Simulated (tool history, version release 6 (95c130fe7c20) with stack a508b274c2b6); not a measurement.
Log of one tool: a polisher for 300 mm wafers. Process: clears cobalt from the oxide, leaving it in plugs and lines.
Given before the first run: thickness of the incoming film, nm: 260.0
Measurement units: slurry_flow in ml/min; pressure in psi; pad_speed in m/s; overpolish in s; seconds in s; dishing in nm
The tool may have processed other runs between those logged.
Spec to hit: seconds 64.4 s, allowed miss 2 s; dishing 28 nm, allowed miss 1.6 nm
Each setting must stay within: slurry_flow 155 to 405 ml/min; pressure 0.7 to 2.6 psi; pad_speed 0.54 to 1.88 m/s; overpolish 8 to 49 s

| run | day | slurry_flow | pressure | pad_speed | overpolish | seconds | dishing |
|---|---|---|---|---|---|---|---|
| 1 | 0 | 260 | 1.6 | 1.2 | 25 | 63.898 | 49.127 |
| 2 | 0.146 | 215 | 1.6 | 1.2 | 25 | 67.372 | 47.987 |
| 3 | 0.45 | 205 | 1.6 | 1.2 | 22 | 68.225 | 45.48 |
| 4 | 0.5 | 195 | 1.6 | 1.2 | 19 | 68.849 | 43.483 |
| 5 | 0.696 | 190 | 1.6 | 1.2 | 17 | 69.404 | 42.843 |
| 6 | 0.775 | 190 | 1.6 | 1.04 | 17 | 79.597 | 39.712 |
| 7 | 0.912 | 185 | 1.8 | 0.96 | 15 | 79.516 | 36.367 |
| 8 | 1.05 | 200 | 1.9 | 0.92 | 14 | 78.882 | 35.52 |
| 9 | 1.396 | 190 | 2 | 0.9 | 13 | 75.945 | 33.863 |
|  | 1.683 | slurry nozzle cleaned |
| 10 | 1.683 | 155 | 2.5 | 0.62 | 8 | 86.728 | 22.216 |
| 11 | 1.975 | 175 | 2.5 | 0.64 | 8 | 81.967 | 23.924 |
| 12 | 2.154 | 185 | 2.5 | 0.66 | 8 | 78.432 | 23.768 |

Consider the 4 candidate settings below. Which is the only one whose results all fall within their allowed miss of target?
| A | 2.333 | 280 | 2.6 | 0.62 | 8 | ? | ? |
| B | 2.333 | 185 | 2.4 | 0.54 | 11 | ? | ? |
| C | 2.333 | 245 | 2.6 | 0.8 | 8 | ? | ? |
| D | 2.333 | 165 | 2.6 | 0.82 | 8 | ? | ? |

| move | seconds | dishing |
|---|---|---|
| A | 77.273 | 24.952 |
| B | 99.478 | 26.214 |
| C | 61.583 | 29.271 |
| D | 63.977 | 28.514 |
A: moves toward the targets from the last run without getting all of them in spec
B: the biggest miss grows against the last run
C: pushes the last run's worst result past its target
D: hits every target within its allowed miss
Move D is the one to make.

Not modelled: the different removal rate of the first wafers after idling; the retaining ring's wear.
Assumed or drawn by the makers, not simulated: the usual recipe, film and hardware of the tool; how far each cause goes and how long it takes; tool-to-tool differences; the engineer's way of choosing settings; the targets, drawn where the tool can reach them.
